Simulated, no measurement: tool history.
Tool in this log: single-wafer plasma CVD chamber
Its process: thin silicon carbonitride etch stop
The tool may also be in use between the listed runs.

| run | day | RF power (W) | deposition time (s) | mean film thickness on the monitor wafer (angstrom) |
|---|---|---|---|---|
| 1 | 0.000 | 215 | 7.96 | 44.875 |
| 2 | 0.308 | 215 | 7.15 | 40.165 |
| 3 | 0.592 | 230 | 7.65 | 43.723 |
| 4 | 0.838 | 230 | 6.95 | 39.483 |
| 5 | 0.983 | 230 | 7.53 | 42.975 |
| 6 | 1.158 | 245 | 7.53 | 43.428 |
| 7 | 1.425 | 250 | 7.98 | 45.898 |
| 8 | 1.783 | 255 | 8.37 | 48.928 |
| 9 | 2.121 | 260 | 8.61 | 50.420 |

Run 10, settings as shown, results not yet in. Your forecast:
| 10 | 2.267 | 265 | 8.80 | ? |

mean film thickness on the monitor wafer (angstrom): 51.765
